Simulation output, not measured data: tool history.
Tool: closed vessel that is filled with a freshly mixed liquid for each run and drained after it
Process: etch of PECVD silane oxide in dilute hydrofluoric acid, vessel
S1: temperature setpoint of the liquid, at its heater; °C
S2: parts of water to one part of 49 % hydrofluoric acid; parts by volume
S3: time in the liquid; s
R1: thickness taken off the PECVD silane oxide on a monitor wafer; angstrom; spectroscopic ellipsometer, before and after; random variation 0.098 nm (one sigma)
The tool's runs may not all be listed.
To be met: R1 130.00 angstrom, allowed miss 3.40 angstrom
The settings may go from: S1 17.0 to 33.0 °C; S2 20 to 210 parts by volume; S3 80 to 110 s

run  hour    S1   S2   S3      R1
  1   0.0  25.0  115  110  136.32
  2   1.4  24.5  115  110  134.65
  3   6.8  21.0  115  110  117.66
  4  13.2  21.0  115   80   85.85
     22.0  -- hydrofluoric acid flow meter replaced
  5  22.0  22.5  115   80  102.17
  6  30.3  23.5  115   80  107.83
  7  37.0  24.5  115   80  109.55
  8  44.7  25.5  115   80  115.52
  9  52.0  26.0  115   80  115.83
 10  59.3  26.5  115   80  118.79
 11  67.9  26.5  115   80  119.14
 12  75.5  27.0  115   80  120.34
 13  79.8  27.0  115   80  121.88
 14  83.0  27.5  115   80  124.55
 15  85.2  28.0  115   80  126.55

Which of these 5 next moves meets every target?
  A  87.4  30.5  135   90   ?
  B  87.4  26.0  115   95   ?
  C  87.4  28.0  135  105   ?
  D  87.4  28.5  120   90   ?
  E  87.4  29.0  140   95   ?

move      R1
   A  128.75
   B  138.43
   C  137.05
   D  137.29
   E  123.26
A: meets every target
B: takes the result that was furthest off past its target
C: takes the result that was furthest off past its target
D: takes the result that was furthest off past its target
E: further off than the last run
Answer: A

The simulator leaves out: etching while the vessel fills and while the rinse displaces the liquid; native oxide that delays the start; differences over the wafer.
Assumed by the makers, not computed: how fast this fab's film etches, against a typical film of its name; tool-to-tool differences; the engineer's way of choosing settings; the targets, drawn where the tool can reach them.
